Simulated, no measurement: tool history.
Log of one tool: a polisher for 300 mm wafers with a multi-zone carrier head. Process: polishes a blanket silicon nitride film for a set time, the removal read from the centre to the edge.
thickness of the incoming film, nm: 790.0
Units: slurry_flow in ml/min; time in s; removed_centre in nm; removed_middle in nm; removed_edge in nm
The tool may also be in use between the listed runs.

run  hour  slurry_flow  centre_zone  middle_zone  edge_zone  time  removed_centre  removed_middle  removed_edge
  1     0          255            1            1          1    71           100.5          103.43        103.55
  2   4.1          245         0.97         0.98       0.98    70          97.771          99.237        99.137
  3    12          245         0.97         0.98       0.98    58          80.996          83.017        82.834
  4  17.7          300         0.97         0.98       0.98    58          82.257          84.552        84.483
  5    20          300         0.91         0.98       0.98    58          77.641          83.556        84.894
  6  23.7          300         0.84         0.98       0.98    58          71.481          84.474        84.995
  7  25.1          305         0.86         0.98       1.01    58          73.705          83.957        86.058
  8  33.8          310         0.87         0.98       1.04    58          74.813            84.6        86.295
  9  34.9          315         0.87         0.97       1.06    59          75.891          84.628         88.95
 10  38.8          315         0.87         0.97       1.06    59           75.88          85.909        88.885
 11  44.8          320         0.88         0.97       1.08    59            75.7          86.461        90.923
 12  49.1          325         0.89         0.97       1.09    59          76.959          85.692        90.496
 13  54.3          330          0.9         0.97        1.1    59          79.132          84.823        91.791
 14    55          335          0.9         0.98       1.11    59          80.833          86.654         92.57

The next listed run, before its measurement:
 15  55.9          335          0.9         0.98       1.12    59               ?               ?             ?

Run 15 gave removed_centre 77.862 nm, removed_middle 87.183 nm, removed_edge 91.925 nm.
